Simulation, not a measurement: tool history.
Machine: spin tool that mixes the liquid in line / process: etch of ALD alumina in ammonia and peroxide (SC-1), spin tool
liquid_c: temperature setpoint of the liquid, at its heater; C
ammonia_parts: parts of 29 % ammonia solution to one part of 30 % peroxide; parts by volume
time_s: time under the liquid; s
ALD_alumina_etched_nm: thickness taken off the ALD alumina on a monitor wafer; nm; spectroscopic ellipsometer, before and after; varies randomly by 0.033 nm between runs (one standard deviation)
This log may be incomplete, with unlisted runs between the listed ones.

| run | day | liquid_c | ammonia_parts | time_s | ALD_alumina_etched_nm |
|---|---|---|---|---|---|
| 1 | 0.000 | 47.0 | 0.95 | 85 | 3.7972 |
| 2 | 0.346 | 42.5 | 0.95 | 85 | 2.9821 |
| 3 | 0.646 | 42.5 | 0.80 | 85 | 2.9067 |
| 4 | 0.742 | 46.0 | 0.80 | 85 | 3.5154 |
| 5 | 0.833 | 46.0 | 0.50 | 85 | 3.4045 |
| 6 | 0.929 | 46.0 | 0.75 | 85 | 3.5494 |
| 7 | 1.275 | 47.0 | 0.75 | 85 | 3.7146 |
| 8 | 1.575 | 48.0 | 0.75 | 85 | 3.9431 |
| 9 | 1.871 | 49.0 | 0.75 | 85 | 4.2227 |

What will run 10 give?
| 10 | 2.088 | 50.0 | 0.75 | 85 | ? |

{"run 10": {"ALD_alumina_etched_nm": 4.4279}}
